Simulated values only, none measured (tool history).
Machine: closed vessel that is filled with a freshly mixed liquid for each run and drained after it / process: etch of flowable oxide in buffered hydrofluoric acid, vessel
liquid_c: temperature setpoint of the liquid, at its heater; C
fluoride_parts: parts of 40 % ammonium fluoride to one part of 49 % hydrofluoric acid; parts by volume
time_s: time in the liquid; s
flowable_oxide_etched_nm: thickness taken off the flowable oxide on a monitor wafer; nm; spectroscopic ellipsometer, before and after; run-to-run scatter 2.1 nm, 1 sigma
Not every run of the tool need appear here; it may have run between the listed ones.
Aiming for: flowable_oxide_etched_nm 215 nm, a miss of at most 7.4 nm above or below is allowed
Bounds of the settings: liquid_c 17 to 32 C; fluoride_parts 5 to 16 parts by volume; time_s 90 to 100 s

run,hour,liquid_c,fluoride_parts,time_s,flowable_oxide_etched_nm
1,0,24,9.5,90,156.33
2,7.9,24,9.5,90,158.36
3,10.5,24,9.5,100,174.54
4,15.2,24,9.5,90,154.48
5,21.6,24,9.5,90,156.5
6,29.7,20.5,9.5,90,130.01
7,32,22.5,9.5,90,145.17
8,33,24,9.5,90,158.96
9,39.9,25,9.5,90,167.48
10,47.3,26,9.5,90,174.05
11,51.3,27,9.5,90,186.54

Which of these 5 next moves meets every target?
A,55.3,25.5,11,90,?
B,55.3,30,11,95,?
C,55.3,25,10,100,?
D,55.3,27,8,90,?
E,55.3,25,11,90,?

move,flowable_oxide_etched_nm
A,152.34
B,204.33
C,180.77
D,219.94
E,148.28
A: its largest miss is bigger than the last run's
B: moves toward the targets from the last run without getting all of them in spec
C: its largest miss is bigger than the last run's
D: every result lands within tolerance
E: its largest miss is bigger than the last run's
D meets every target.
